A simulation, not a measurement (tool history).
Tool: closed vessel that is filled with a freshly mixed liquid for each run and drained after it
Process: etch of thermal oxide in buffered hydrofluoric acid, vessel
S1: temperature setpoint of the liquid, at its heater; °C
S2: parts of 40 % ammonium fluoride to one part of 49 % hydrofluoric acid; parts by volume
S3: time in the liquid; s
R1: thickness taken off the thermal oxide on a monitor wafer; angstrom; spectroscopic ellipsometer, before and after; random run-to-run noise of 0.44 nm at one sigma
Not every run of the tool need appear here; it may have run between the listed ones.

{"run": 1, "hour": 0.0, "S1": 23.0, "S2": 12, "S3": 90, "R1": 858.6}
{"run": 2, "hour": 6.3, "S1": 21.5, "S2": 12, "S3": 90, "R1": 786.78}
{"run": 3, "hour": 11.7, "S1": 21.5, "S2": 12, "S3": 90, "R1": 783.36}
{"run": 4, "hour": 15.0, "S1": 20.5, "S2": 12, "S3": 90, "R1": 743.77}
{"run": 5, "hour": 23.4, "S1": 20.5, "S2": 12, "S3": 90, "R1": 749.07}
{"run": 6, "hour": 28.0, "S1": 19.5, "S2": 12, "S3": 90, "R1": 703.19}
{"run": 7, "hour": 36.2, "S1": 19.0, "S2": 12, "S3": 90, "R1": 679.72}

Estimate the outcome of run 8 from the log above:
{"run": 8, "hour": 42.0, "S1": 18.5, "S2": 12, "S3": 90, "R1": "?"}

R1: 668.98 angstrom

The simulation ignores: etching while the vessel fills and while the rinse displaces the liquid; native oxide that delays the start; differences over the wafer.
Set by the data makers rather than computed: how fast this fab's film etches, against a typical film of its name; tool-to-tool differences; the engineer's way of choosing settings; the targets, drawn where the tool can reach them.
